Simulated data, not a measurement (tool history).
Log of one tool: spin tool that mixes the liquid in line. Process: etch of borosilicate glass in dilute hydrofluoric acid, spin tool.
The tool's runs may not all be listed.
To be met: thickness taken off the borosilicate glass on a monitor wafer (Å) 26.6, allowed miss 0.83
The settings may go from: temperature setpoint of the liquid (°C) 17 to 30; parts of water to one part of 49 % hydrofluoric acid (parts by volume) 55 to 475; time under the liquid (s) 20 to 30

run	day	temperature setpoint of the liquid (°C)	parts of water to one part of 49 % hydrofluoric acid (parts by volume)	time under the liquid (s)	thickness taken off the borosilicate glass on a monitor wafer (Å)
1	0	22	265	30	52.928
2	0.033	22	265	20	35.358
3	0.204	19	265	20	31.519
4	0.467	19	265	20	31.453
5	0.788	19	265	30	48.393
6	1.042	19	170	30	80.758
7	1.217	19	190	30	70.984
8	1.483	19	205	30	64.92
9	1.596	19	220	30	60.262
10	1.746	19	235	30	54.589
11	1.883	19	235	30	55.109
12	2.221	19	245	30	52.543
13	2.579	19	255	30	49.785
14	2.625	19	265	30	46.829
15	2.696	19	275	30	45.335
16	2.879	19	285	30	43.241
17	3.033	19	295	30	41.46
18	3.408	19	305	30	39.525
19	3.483	19	315	30	38.083
20	3.842	19	320	30	37.366
21	4.025	19	325	30	36.731

Which of these 4 next moves meets every target?
A	4.208	20.5	300	30	?
B	4.208	22	390	25	?
C	4.208	18	415	25	?
D	4.208	20	345	25	?

move	thickness taken off the borosilicate glass on a monitor wafer (Å)
A	43.307
B	27.023
C	21.657
D	29.624
A: further off than the last run
B: meets every target
C: takes the result that was furthest off past its target
D: nearer than the last run, and not there yet
The right move is B.

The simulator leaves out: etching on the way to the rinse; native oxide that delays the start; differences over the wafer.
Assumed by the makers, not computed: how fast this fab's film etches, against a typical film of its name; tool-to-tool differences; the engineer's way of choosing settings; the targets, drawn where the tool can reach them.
